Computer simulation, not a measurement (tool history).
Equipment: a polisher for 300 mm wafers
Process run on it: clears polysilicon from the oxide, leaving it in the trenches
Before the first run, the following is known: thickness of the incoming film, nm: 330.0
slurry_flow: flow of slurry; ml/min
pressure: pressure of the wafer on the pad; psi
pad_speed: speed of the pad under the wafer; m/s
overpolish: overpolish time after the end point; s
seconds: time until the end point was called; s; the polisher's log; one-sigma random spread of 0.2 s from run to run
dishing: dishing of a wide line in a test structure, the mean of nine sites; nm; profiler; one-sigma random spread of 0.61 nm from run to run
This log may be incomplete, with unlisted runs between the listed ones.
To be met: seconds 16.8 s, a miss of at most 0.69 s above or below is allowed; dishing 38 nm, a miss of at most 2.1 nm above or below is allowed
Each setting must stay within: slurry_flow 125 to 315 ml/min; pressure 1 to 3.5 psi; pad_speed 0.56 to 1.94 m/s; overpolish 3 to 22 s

run,day,slurry_flow,pressure,pad_speed,overpolish,seconds,dishing
1,0,205,2.2,1.24,11,19.036,59.915
2,0.121,205,2.2,1.12,11,20.748,59.079
3,0.492,205,2.2,1.36,11,18.299,58.681
4,0.8,205,2.1,1.52,9,17.589,57.958
5,1.121,185,2,1.62,7,17.596,54.354
6,1.167,185,1.8,1.62,7,19.116,55.69
7,1.346,170,2.2,1.36,6,19.392,52.557
8,1.438,160,2.5,1.2,5,18.896,48.917
9,1.725,150,2.8,1.08,4,18.817,42.288
10,1.838,150,2.9,1.06,4,18.558,41.865
11,2.171,150,3,1.04,4,18.22,43.366
12,2.379,145,3.1,1,4,18.405,42.109
13,2.671,140,3.2,1,4,18.228,43.887
14,2.833,180,3.2,0.94,4,17.746,43.731
15,2.975,165,3.3,0.94,4,17.688,42.727
16,3.333,155,3.4,0.94,4,16.988,44.088
17,3.392,145,3.4,0.94,4,17.189,44.833
18,3.429,190,3.3,0.92,4,17.168,44.675
19,3.575,245,3,0.92,3,18.4,36.105
20,3.771,250,3.1,0.92,3,17.611,37.648

Which single option among these 5 for the next run brings every result within its allowed miss of target? Just one does.
A,3.967,275,3.5,0.94,3,?,?
B,3.967,225,2.9,0.96,3,?,?
C,3.967,175,2.6,1.16,3,?,?
D,3.967,225,2.9,1,3,?,?
E,3.967,255,3.2,0.92,3,?,?

move,seconds,dishing
A,15.787,39.36
B,18.438,35.745
C,18.613,35.528
D,18.034,36.256
E,17.253,37.285
A: takes the result that was furthest off past its target
B: the biggest miss grows against the last run
C: the biggest miss grows against the last run
D: the biggest miss grows against the last run
E: every result lands within tolerance
E is the move that brings every result within its allowed miss.
